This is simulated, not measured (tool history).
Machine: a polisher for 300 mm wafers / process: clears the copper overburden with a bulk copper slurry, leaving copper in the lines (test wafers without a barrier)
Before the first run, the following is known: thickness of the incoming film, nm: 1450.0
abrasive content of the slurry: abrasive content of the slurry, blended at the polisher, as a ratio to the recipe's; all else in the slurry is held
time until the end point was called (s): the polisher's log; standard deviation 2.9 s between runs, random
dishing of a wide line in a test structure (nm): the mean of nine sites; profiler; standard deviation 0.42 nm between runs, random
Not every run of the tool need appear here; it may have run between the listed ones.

run  hour  flow of slurry (ml/min)  pressure of the wafer on the pad (psi)  speed of the pad under the wafer (m/s)  abrasive content of the slurry  overpolish time after the end point (s)  time until the end point was called (s)  dishing of a wide line in a test structure (nm)
  1   0.0                      245                                     3.0                                    0.88                             1.0                                        8                                   135.75                                           34.730
  2   8.8                      245                                     2.8                                    0.88                             1.0                                        8                                   143.90                                           33.939
  3  15.3                      245                                     2.8                                    1.04                             1.0                                        8                                   124.27                                           36.572
  4  24.1                      220                                     2.8                                    1.04                             1.0                                        8                                   127.37                                           35.656
  5  31.3                      220                                     2.8                                    1.14                             1.0                                        8                                   115.42                                           38.106
  6  35.2                      220                                     2.8                                    1.14                             1.0                                        6                                   116.05                                           32.488
  7  35.8                      215                                     2.6                                    1.10                             1.0                                        6                                   128.89                                           29.841
  8  42.2                      210                                     2.4                                    1.06                             1.0                                        7                                   139.62                                           31.906
  9  45.1                      210                                     2.3                                    1.02                             1.0                                        7                                   148.54                                           30.072

Forecast run 10:
 10  48.2                      210                                     2.2                                    0.98                             1.0                                        7                                        ?                                                ?

{"run 10": {"time until the end point was called (s)": 165.01, "dishing of a wide line in a test structure (nm)": 29.462}}
